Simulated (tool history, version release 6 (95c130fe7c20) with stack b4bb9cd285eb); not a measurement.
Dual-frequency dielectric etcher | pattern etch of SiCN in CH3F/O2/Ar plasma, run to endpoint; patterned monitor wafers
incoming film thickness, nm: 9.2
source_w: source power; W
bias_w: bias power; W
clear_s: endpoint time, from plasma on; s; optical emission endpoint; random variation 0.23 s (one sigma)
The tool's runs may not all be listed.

| run | hour | source_w | bias_w | clear_s |
|---|---|---|---|---|
| 1 | 0.0 | 450 | 76 | 22.574 |
| 2 | 6.4 | 450 | 86 | 21.854 |
| 3 | 11.4 | 450 | 80 | 22.362 |
| 4 | 15.2 | 400 | 74 | 24.003 |
| 5 | 22.7 | 360 | 74 | 25.057 |
| 6 | 28.7 | 360 | 68 | 25.991 |
| 7 | 36.3 | 340 | 67 | 26.549 |

The next listed run, before its measurement:
| 8 | 37.3 | 330 | 66 | ? |

clear_s: 26.873 s
